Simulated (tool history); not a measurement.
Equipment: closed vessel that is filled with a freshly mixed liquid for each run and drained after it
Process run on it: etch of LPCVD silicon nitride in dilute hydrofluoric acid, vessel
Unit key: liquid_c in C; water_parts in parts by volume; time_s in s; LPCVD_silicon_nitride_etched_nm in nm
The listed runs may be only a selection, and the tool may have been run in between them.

run,hour,liquid_c,water_parts,time_s,LPCVD_silicon_nitride_etched_nm
1,0,26,225,2755,7.1701
2,1.1,26,275,2755,5.7874
3,4.9,26,210,2755,7.6889
4,11,27,210,2755,8.1737
5,18.6,27,210,2755,8.1666
6,25.3,24,210,2755,6.785
7,26.5,25.5,210,2755,7.5477

Run 8, settings as shown, results not yet in. Your forecast:
8,34.7,26.5,210,2755,?

{"run 8": {"LPCVD_silicon_nitride_etched_nm": 7.9183}}
